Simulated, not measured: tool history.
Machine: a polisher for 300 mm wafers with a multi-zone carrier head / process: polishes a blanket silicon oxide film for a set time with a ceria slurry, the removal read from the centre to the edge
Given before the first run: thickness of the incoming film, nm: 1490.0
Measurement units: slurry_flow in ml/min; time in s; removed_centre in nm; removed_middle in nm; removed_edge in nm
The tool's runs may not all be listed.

Run 1, hour 0: slurry_flow 180 ml/min, centre_zone 1, middle_zone 1, edge_zone 1, time 43 s. Result: removed_centre 246.38 nm, removed_middle 256.39 nm, removed_edge 254 nm.
Run 2, hour 2.8: slurry_flow 220 ml/min, centre_zone 1, middle_zone 1, edge_zone 1, time 43 s. Result: removed_centre 256.58 nm, removed_middle 267.81 nm, removed_edge 261.15 nm.
Run 3, hour 8.8: slurry_flow 220 ml/min, centre_zone 1, middle_zone 1, edge_zone 1, time 34 s. Result: removed_centre 200.52 nm, removed_middle 212.91 nm, removed_edge 209.9 nm.
Run 4, hour 13.9: slurry_flow 220 ml/min, centre_zone 1, middle_zone 1.07, edge_zone 1, time 34 s. Result: removed_centre 201.06 nm, removed_middle 222.5 nm, removed_edge 204.87 nm.
Run 5, hour 18.4: slurry_flow 190 ml/min, centre_zone 1, middle_zone 1.07, edge_zone 1, time 34 s. Result: removed_centre 196.94 nm, removed_middle 211.85 nm, removed_edge 202.33 nm.
Run 6, hour 26: slurry_flow 210 ml/min, centre_zone 1, middle_zone 1.07, edge_zone 1, time 34 s. Result: removed_centre 197.74 nm, removed_middle 221.24 nm, removed_edge 207.62 nm.
Run 7, hour 26.7: slurry_flow 215 ml/min, centre_zone 1.01, middle_zone 1.06, edge_zone 1.04, time 38 s. Result: removed_centre 224.89 nm, removed_middle 253.25 nm, removed_edge 236.06 nm.
Run 8, hour 27.9: slurry_flow 215 ml/min, centre_zone 1.04, middle_zone 1.03, edge_zone 1.07, time 40 s. Result: removed_centre 246.15 nm, removed_middle 254.97 nm, removed_edge 249.97 nm.

Forecast run 9:
Run 9, hour 28.6: slurry_flow 220 ml/min, centre_zone 1.04, middle_zone 1.02, edge_zone 1.09, time 42 s. Result: removed_centre ?, removed_middle ?, removed_edge ?.

removed_centre: 257.93 nm
removed_middle: 264.82 nm
removed_edge: 271.89 nm
